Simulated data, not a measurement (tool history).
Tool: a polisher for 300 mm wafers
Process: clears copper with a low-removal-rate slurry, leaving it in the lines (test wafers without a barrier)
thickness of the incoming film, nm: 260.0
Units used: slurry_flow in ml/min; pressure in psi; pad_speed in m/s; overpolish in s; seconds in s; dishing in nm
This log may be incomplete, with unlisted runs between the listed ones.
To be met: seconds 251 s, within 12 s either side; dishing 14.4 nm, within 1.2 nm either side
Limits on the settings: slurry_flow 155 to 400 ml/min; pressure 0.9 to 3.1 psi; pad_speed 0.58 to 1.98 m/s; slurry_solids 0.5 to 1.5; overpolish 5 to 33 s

run  hour  slurry_flow  pressure  pad_speed  slurry_solids  overpolish  seconds  dishing
  1     0          255         2       1.28              1          17   115.23   30.006
  2   4.1          255         2        1.5              1          17   101.26   33.478
  3   7.2          255         2       1.38              1          17    108.7   31.324
  4  11.9          190         2       1.38              1          17   112.64   30.391
  5  19.1          190         2       1.38           0.95          17   112.25   30.725
  6  21.8          190       1.8        1.3           0.95          17   129.36   26.023
  7  28.2          190       1.6       1.22           0.95          17   152.11   23.077
  8    35          190       1.6       1.22           0.95          17   157.79    23.23
  9  35.9          190       1.5        1.2           0.95          17   168.23    20.36
 10    38          185       0.9       1.04           0.95          20   303.95   13.945
 11  44.9          185       0.9       1.04           0.95          19   291.79    13.31
 12  47.4          185         1       1.04           0.95          18   274.62   14.568
 13  53.1          185         1       1.04           0.95          17   269.92   13.412

Which one of the following 4 next-run settings gets every result inside its allowed miss? There is exactly one.
  A  58.8          155       0.9       1.14            1.2          14        ?        ?
  B  58.8          185         1       1.08              1          22        ?        ?
  C  58.8          205         1        1.1           0.95          17        ?        ?
  D  58.8          160       1.2       1.06            0.7          13        ?        ?

move  seconds  dishing
   A   275.61   10.958
   B   259.58   17.663
   C   254.63   14.194
   D   242.02   11.649
A: further off than the last run
B: puts the biggest miss on target and leaves a different result outside tolerance
C: every result lands within tolerance
D: puts the biggest miss on target and leaves a different result outside tolerance
The right move is C.
